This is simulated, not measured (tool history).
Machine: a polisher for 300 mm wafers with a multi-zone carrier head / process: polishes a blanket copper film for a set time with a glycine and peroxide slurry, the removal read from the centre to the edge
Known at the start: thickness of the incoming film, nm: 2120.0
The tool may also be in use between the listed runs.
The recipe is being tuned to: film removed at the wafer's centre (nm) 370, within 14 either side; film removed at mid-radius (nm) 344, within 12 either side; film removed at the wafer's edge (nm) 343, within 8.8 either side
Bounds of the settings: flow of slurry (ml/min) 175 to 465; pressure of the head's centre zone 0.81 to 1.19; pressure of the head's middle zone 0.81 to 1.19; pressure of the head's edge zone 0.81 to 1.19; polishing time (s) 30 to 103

| run | hour | flow of slurry (ml/min) | pressure of the head's centre zone | pressure of the head's middle zone | pressure of the head's edge zone | polishing time (s) | film removed at the wafer's centre (nm) | film removed at mid-radius (nm) | film removed at the wafer's edge (nm) |
|---|---|---|---|---|---|---|---|---|---|
| 1 | 0 | 295 | 1 | 1 | 1 | 66 | 407.51 | 383.67 | 383.98 |
| 2 | 8.3 | 220 | 1 | 1 | 1 | 66 | 394.17 | 362.26 | 375.51 |
| 3 | 16.3 | 185 | 1 | 1 | 1 | 66 | 382.53 | 357.44 | 362.31 |
| 4 | 24 | 185 | 1 | 1 | 1 | 82 | 477.21 | 442.68 | 449.38 |
| 5 | 30.6 | 185 | 1 | 1 | 1.06 | 82 | 478.8 | 447.96 | 469.91 |
| 6 | 35.5 | 185 | 1 | 1.07 | 1.06 | 82 | 478.49 | 472.92 | 462.46 |
|  | 38 | centre zone pressure recalibrated |
| 7 | 38 | 185 | 1 | 1.06 | 1.04 | 80 | 424.2 | 453.29 | 449.19 |
| 8 | 39.3 | 185 | 1 | 1.05 | 1.02 | 78 | 417.81 | 440.67 | 442.57 |
| 9 | 44.9 | 200 | 1.01 | 1.04 | 1 | 76 | 418.41 | 434.27 | 429.37 |
| 10 | 52.1 | 210 | 1 | 1.02 | 0.98 | 75 | 409.49 | 416.32 | 410.39 |
| 11 | 55.6 | 210 | 1 | 1 | 0.96 | 74 | 403.26 | 412.3 | 411.86 |
| 12 | 61 | 215 | 1.01 | 1 | 0.95 | 72 | 408.76 | 400.18 | 393.58 |
| 13 | 63 | 210 | 1.01 | 0.99 | 0.94 | 71 | 389.22 | 388.59 | 385.71 |

Which single option among these 4 for the next run brings every result within its allowed miss of target? Just one does.
| A | 65 | 190 | 1.13 | 0.85 | 0.82 | 68 | ? | ? | ? |
| B | 65 | 175 | 0.92 | 1.01 | 0.87 | 84 | ? | ? | ? |
| C | 65 | 180 | 0.83 | 0.84 | 1.08 | 77 | ? | ? | ? |
| D | 65 | 350 | 1.1 | 1 | 0.98 | 59 | ? | ? | ? |

| move | film removed at the wafer's centre (nm) | film removed at mid-radius (nm) | film removed at the wafer's edge (nm) |
|---|---|---|---|
| A | 406.36 | 324.23 | 345.95 |
| B | 416.48 | 456.9 | 433.69 |
| C | 352.2 | 360.9 | 443.11 |
| D | 372.75 | 345.27 | 342.48 |
A: brings the result that was furthest off to its target, and leaves another outside
B: moves away from the targets compared with the last run
C: moves away from the targets compared with the last run
D: meets every target
Move D is the one to make.

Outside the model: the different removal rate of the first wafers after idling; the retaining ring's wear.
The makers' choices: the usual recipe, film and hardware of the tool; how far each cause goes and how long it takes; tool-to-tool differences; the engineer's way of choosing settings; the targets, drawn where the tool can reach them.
